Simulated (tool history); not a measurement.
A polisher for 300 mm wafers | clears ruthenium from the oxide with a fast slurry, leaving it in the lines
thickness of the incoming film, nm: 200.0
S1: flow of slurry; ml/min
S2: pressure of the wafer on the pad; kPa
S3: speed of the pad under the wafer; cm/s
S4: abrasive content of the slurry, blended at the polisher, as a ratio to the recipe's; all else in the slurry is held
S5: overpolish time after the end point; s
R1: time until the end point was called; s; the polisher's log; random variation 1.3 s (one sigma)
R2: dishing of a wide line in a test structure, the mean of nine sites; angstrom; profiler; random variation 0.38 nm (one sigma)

run  hour   S1    S2   S3    S4  S5      R1      R2
  1   0.0  310  13.8  102  1.00  10  62.665  277.78
  2   6.3  310  13.8  102  1.00   7  64.505  199.30
  3   9.3  310  13.8  102  0.85   7  66.875  185.67
  4  17.4  315  11.7  102  0.95   8  73.018  196.86
  5  21.2  315  11.7  102  1.15   8  69.794  199.43
     29.0  -- head pressure recalibrated
  6  29.0  315  14.5  102  1.15   8  62.680  222.94
  7  34.6  315  11.7  100  1.15   9  74.686  214.63
  8  40.9  315  11.0  100  1.15  10  79.005  219.81

Forecast run 9:
  9  49.1  315  10.3  100  1.15  11   ?   ?

{"run 9": {"R1": 85.502, "R2": 229.71}}
